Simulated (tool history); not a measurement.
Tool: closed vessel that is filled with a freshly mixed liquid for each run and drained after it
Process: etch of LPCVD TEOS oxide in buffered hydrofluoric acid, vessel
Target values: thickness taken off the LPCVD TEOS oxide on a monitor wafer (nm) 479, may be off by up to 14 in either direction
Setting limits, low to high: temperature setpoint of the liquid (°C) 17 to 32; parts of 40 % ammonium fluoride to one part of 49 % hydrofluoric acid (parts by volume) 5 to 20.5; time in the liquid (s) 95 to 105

run  hour  temperature setpoint of the liquid (°C)  parts of 40 % ammonium fluoride to one part of 49 % hydrofluoric acid (parts by volume)  time in the liquid (s)  thickness taken off the LPCVD TEOS oxide on a monitor wafer (nm)
  1     0                                       24                                                                                     12.5                      95                                                             256.9
  2   5.5                                       24                                                                                       11                      95                                                            291.43
  3   7.3                                       26                                                                                     10.5                      95                                                            339.82
  4   9.6                                     27.5                                                                                     10.5                      95                                                            365.45
  5  10.9                                       26                                                                                     10.5                      95                                                             334.2
  6  17.1                                       26                                                                                      8.5                      95                                                             397.3
  7  19.9                                       27                                                                                      8.5                      95                                                            422.49
     21.4  -- thermometer replaced
  8  21.4                                     27.5                                                                                      8.5                      95                                                            385.73
  9  29.9                                     28.5                                                                                        8                      95                                                            437.67

Exactly one of the 4 candidate moves below puts every result within its allowed miss. Which one?
  A  38.4                                     26.5                                                                                        8                     105                                                                 ?
  B  38.4                                       28                                                                                        7                     100                                                                 ?
  C  38.4                                       28                                                                                      7.5                     100                                                                 ?
  D  38.4                                       29                                                                                      7.5                     105                                                                 ?

move  thickness taken off the LPCVD TEOS oxide on a monitor wafer (nm)
   A                                                            438.54
   B                                                            522.58
   C                                                            485.12
   D                                                            537.03
A: no nearer and no further than the last run
B: takes the result that was furthest off past its target
C: every result within its allowed miss
D: takes the result that was furthest off past its target
Go with C: it meets all targets.
